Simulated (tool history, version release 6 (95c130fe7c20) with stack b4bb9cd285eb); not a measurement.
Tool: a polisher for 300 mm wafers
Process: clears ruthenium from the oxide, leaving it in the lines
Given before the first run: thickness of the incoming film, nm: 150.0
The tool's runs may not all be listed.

run	hour	flow of slurry (ml/min)	pressure of the wafer on the pad (kPa)	speed of the pad under the wafer (m/s)	overpolish time after the end point (s)	time until the end point was called (s)
1	0	230	17.9	1.02	5	119.3
2	8.8	235	20	1.04	5	105.95
3	15.2	235	20	0.8	5	136.22
4	21.9	235	20	0.8	5	137.25
5	28.7	235	15.9	0.8	5	163.61
6	35.4	240	17.9	0.88	5	135.09
7	43.3	260	22.8	1.16	5	84.372
8	45.4	265	27.6	1.34	5	63.436
9	52	270	27.6	1.36	5	61.158

Run 10 is up next; what results do you expect?
10	54.4	275	27.6	1.38	5	?

time until the end point was called (s): 61.449
